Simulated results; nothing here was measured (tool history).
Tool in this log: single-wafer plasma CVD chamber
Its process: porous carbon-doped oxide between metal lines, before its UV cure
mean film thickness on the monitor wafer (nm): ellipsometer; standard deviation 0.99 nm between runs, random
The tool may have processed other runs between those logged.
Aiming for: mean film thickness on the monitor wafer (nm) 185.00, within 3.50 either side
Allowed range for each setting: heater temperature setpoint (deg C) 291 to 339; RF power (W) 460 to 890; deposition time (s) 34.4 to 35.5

run,day,heater temperature setpoint (deg C),RF power (W),deposition time (s),mean film thickness on the monitor wafer (nm)
1,0.000,315,675,34.4,215.93
2,0.262,315,675,34.4,215.18
3,0.458,308,675,34.4,222.95
4,0.712,316,650,34.4,210.76
5,0.750,322,630,34.4,201.23
6,0.858,326,620,34.4,194.53
7,1.233,329,615,34.4,189.56
8,1.283,330,615,34.4,189.95
9,1.633,330,615,34.4,191.16

Which of these 5 next moves meets every target?
A,1.983,327,580,34.4,?
B,1.983,335,625,35.5,?
C,1.983,339,585,34.4,?
D,1.983,339,575,34.4,?
E,1.983,331,545,34.4,?

move,mean film thickness on the monitor wafer (nm)
A,185.46
B,193.12
C,176.89
D,175.05
E,175.36
A: all results land within tolerance of their targets
B: lands further from the targets than the last run did
C: takes the biggest miss from the last run beyond its target
D: takes the biggest miss from the last run beyond its target
E: takes the biggest miss from the last run beyond its target
So the answer is move A, the one that meets all the targets.

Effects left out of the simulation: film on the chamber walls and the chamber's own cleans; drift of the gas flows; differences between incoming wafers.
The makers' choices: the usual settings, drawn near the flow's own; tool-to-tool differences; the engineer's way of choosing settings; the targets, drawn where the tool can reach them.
